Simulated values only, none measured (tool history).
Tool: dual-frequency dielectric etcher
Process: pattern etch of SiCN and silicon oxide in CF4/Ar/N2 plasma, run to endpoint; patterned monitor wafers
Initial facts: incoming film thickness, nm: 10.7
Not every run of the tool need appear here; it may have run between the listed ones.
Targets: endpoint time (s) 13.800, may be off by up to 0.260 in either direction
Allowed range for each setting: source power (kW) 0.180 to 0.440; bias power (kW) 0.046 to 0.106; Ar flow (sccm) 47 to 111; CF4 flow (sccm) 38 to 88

run,day,source power (kW),bias power (kW),Ar flow (sccm),CF4 flow (sccm),endpoint time (s)
1,0.000,0.310,0.076,79,63,16.609
2,0.233,0.310,0.076,79,69,16.247
3,0.521,0.310,0.076,91,69,16.640
4,0.675,0.320,0.076,91,69,16.261
5,0.800,0.330,0.076,91,69,15.697
6,1.062,0.330,0.071,91,69,15.950
7,1.371,0.340,0.071,91,69,15.404
8,1.575,0.360,0.071,91,69,14.453
# day 1.754: wet clean of the chamber
9,1.754,0.370,0.071,91,69,14.648
10,1.908,0.410,0.072,91,69,13.053
11,2.021,0.400,0.072,91,69,13.418

Next run, 5 choices. One meets every target within its allowed miss, the rest don't. Which?
A,2.133,0.420,0.067,89,67,?
B,2.133,0.400,0.080,93,74,?
C,2.133,0.400,0.079,97,76,?
D,2.133,0.380,0.075,88,70,?
E,2.133,0.410,0.071,95,74,?

move,endpoint time (s)
A,13.033
B,13.011
C,13.104
D,13.957
E,13.133
A: misses by more than the last run did
B: misses by more than the last run did
C: misses by more than the last run did
D: every result within its allowed miss
E: misses by more than the last run did
D is the move that brings every result within its allowed miss.

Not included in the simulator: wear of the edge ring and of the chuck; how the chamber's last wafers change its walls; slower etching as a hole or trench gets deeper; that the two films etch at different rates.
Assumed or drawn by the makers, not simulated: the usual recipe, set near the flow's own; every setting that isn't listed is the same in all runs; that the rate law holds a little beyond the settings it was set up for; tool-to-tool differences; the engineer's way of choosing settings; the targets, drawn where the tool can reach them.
